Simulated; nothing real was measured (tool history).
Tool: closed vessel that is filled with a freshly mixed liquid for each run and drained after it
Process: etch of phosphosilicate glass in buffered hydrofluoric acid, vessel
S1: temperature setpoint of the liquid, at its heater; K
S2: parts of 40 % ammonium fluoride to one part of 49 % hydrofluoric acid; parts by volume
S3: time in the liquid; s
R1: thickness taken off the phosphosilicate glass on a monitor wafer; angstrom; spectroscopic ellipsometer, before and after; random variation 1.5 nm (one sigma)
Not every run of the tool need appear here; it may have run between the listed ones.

run,hour,S1,S2,S3,R1
1,0.0,294.15,13.0,95,4363.8
2,6.4,293.15,13.0,95,4144.6
3,11.7,292.65,13.0,95,4006.4
4,14.2,292.65,11.0,95,4737.0
# hour 15.9: thermometer replaced
5,15.9,292.65,8.5,95,5298.1
6,17.2,290.15,8.5,95,4641.5
7,26.3,290.15,8.5,95,4665.5
8,29.2,290.15,10.0,95,4097.2
9,35.1,290.15,10.5,95,3919.8
10,44.0,290.15,11.0,95,3704.8

Predict the results of run 11:
11,45.6,290.15,11.5,95,?

Run 11 produced R1 3557.9 angstrom.
